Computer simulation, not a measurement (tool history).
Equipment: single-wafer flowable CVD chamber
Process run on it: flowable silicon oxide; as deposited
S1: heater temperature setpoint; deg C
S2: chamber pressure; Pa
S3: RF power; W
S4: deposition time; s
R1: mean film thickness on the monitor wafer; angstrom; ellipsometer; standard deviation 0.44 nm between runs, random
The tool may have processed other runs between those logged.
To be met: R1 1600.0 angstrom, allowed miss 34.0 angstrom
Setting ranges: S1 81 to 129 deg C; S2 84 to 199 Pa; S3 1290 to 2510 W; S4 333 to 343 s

| run | day | S1 | S2 | S3 | S4 | R1 |
|---|---|---|---|---|---|---|
| 1 | 0.000 | 105 | 141 | 1900 | 333 | 2482.6 |
| 2 | 0.342 | 109 | 141 | 1900 | 333 | 2195.2 |
| 3 | 0.688 | 112 | 141 | 1900 | 333 | 2014.6 |
| 4 | 0.983 | 112 | 141 | 1900 | 333 | 2029.9 |
| 5 | 1.308 | 115 | 141 | 1900 | 333 | 1869.3 |
| 6 | 1.471 | 117 | 141 | 1900 | 333 | 1757.0 |
| 7 | 1.808 | 118 | 141 | 1900 | 333 | 1711.2 |
| 8 | 1.921 | 119 | 141 | 1900 | 333 | 1673.9 |

Of the 4 settings listed for the next run, only one would bring every result within its allowed miss of target. Which one?
| A | 2.033 | 118 | 127 | 1795 | 333 | ? |
| B | 2.033 | 117 | 137 | 1900 | 337 | ? |
| C | 2.033 | 119 | 143 | 2060 | 343 | ? |
| D | 2.033 | 119 | 131 | 1905 | 343 | ? |

| move | R1 |
|---|---|
| A | 1516.7 |
| B | 1736.8 |
| C | 1773.1 |
| D | 1592.9 |
A: the result that was furthest off in the last run now lies on the other side of its target
B: its largest miss is bigger than the last run's
C: its largest miss is bigger than the last run's
D: each result inside its tolerance
Go with D: it meets all targets.

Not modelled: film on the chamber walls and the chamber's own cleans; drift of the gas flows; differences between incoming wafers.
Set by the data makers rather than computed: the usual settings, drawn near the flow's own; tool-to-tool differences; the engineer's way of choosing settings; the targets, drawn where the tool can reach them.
